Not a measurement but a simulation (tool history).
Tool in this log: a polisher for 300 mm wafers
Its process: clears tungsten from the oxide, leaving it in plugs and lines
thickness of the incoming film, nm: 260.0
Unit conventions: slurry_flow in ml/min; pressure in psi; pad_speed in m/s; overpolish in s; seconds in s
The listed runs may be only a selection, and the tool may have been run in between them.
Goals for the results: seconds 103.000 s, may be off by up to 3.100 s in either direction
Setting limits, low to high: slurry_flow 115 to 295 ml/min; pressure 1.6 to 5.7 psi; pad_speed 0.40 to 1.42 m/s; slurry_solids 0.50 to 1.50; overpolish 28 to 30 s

| run | hour | slurry_flow | pressure | pad_speed | slurry_solids | overpolish | seconds |
|---|---|---|---|---|---|---|---|
| 1 | 0.0 | 190 | 3.6 | 0.90 | 1.00 | 28 | 54.756 |
| 2 | 2.1 | 190 | 3.6 | 0.90 | 1.10 | 28 | 54.097 |
| 3 | 11.1 | 220 | 3.6 | 0.90 | 1.10 | 28 | 53.671 |
| 4 | 13.6 | 185 | 3.6 | 0.90 | 1.10 | 28 | 54.444 |
| 5 | 15.4 | 150 | 3.6 | 0.90 | 1.10 | 28 | 55.869 |
| 6 | 22.8 | 150 | 3.1 | 0.88 | 1.10 | 28 | 63.493 |
| 7 | 25.0 | 150 | 2.7 | 0.84 | 1.10 | 28 | 73.778 |
| 8 | 33.2 | 150 | 2.4 | 0.82 | 1.10 | 28 | 80.890 |
| 9 | 39.6 | 150 | 2.2 | 0.80 | 1.10 | 28 | 87.211 |
| 10 | 44.4 | 150 | 2.1 | 0.80 | 1.10 | 28 | 90.398 |
| 11 | 46.2 | 150 | 2.0 | 0.80 | 1.10 | 28 | 93.150 |
| 12 | 50.6 | 150 | 1.9 | 0.80 | 1.10 | 28 | 96.660 |
| 13 | 51.3 | 150 | 1.8 | 0.80 | 1.10 | 28 | 98.303 |
|  | 52.4 | head pressure recalibrated |
| 14 | 52.4 | 150 | 1.7 | 0.80 | 1.10 | 28 | 97.254 |

Pick the move, out of 4, that brings all results within their allowed miss; only one does.
| A | 53.5 | 130 | 1.6 | 0.78 | 0.95 | 28 | ? |
| B | 53.5 | 145 | 1.9 | 0.84 | 1.00 | 28 | ? |
| C | 53.5 | 170 | 1.7 | 0.76 | 1.00 | 30 | ? |
| D | 53.5 | 130 | 2.2 | 0.74 | 1.00 | 28 | ? |

| move | seconds |
|---|---|
| A | 109.170 |
| B | 89.770 |
| C | 103.320 |
| D | 94.184 |
A: the result that was furthest off in the last run now lies on the other side of its target
B: misses by more than the last run did
C: all results in spec
D: misses by more than the last run did
Move C is the one to make.
